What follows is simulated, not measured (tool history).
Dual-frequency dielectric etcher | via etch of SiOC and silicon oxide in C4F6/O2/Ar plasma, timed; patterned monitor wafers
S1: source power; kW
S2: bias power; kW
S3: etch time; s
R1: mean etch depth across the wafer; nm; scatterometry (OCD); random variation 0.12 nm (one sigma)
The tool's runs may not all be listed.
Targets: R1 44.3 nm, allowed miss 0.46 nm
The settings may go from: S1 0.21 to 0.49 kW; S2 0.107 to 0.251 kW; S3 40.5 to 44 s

Run 1, hour 0: S1 0.35 kW, S2 0.179 kW, S3 44 s. Result: R1 48.548 nm.
Run 2, hour 8.2: S1 0.34 kW, S2 0.179 kW, S3 44 s. Result: R1 48.218 nm.
Run 3, hour 13.2: S1 0.34 kW, S2 0.179 kW, S3 44 s. Result: R1 47.828 nm.
Run 4, hour 15: S1 0.34 kW, S2 0.179 kW, S3 44 s. Result: R1 48.042 nm.
Run 5, hour 21.9: S1 0.33 kW, S2 0.179 kW, S3 44 s. Result: R1 47.62 nm.
Run 6, hour 26: S1 0.33 kW, S2 0.179 kW, S3 44 s. Result: R1 47.735 nm.
Run 7, hour 34.4: S1 0.32 kW, S2 0.178 kW, S3 44 s. Result: R1 47.145 nm.
Run 8, hour 35.6: S1 0.31 kW, S2 0.178 kW, S3 44 s. Result: R1 46.695 nm.
Run 9, hour 37: S1 0.3 kW, S2 0.178 kW, S3 44 s. Result: R1 46.246 nm.
Run 10, hour 43.7: S1 0.29 kW, S2 0.178 kW, S3 44 s. Result: R1 45.687 nm.
Run 11, hour 48.3: S1 0.28 kW, S2 0.178 kW, S3 44 s. Result: R1 45.114 nm.
Run 12, hour 49.6: S1 0.27 kW, S2 0.178 kW, S3 44 s. Result: R1 44.866 nm.

Which of these 4 next moves meets every target?
Run A, hour 50.9: S1 0.31 kW, S2 0.189 kW, S3 42.5 s. Result: R1 ?.
Run B, hour 50.9: S1 0.28 kW, S2 0.174 kW, S3 43.5 s. Result: R1 ?.
Run C, hour 50.9: S1 0.3 kW, S2 0.191 kW, S3 42.5 s. Result: R1 ?.
Run D, hour 50.9: S1 0.28 kW, S2 0.219 kW, S3 41.5 s. Result: R1 ?.

move      R1
   A  45.948
   B  44.461
   C  45.656
   D  45.676
A: further off than the last run
B: meets every target
C: further off than the last run
D: further off than the last run
The right move is B.
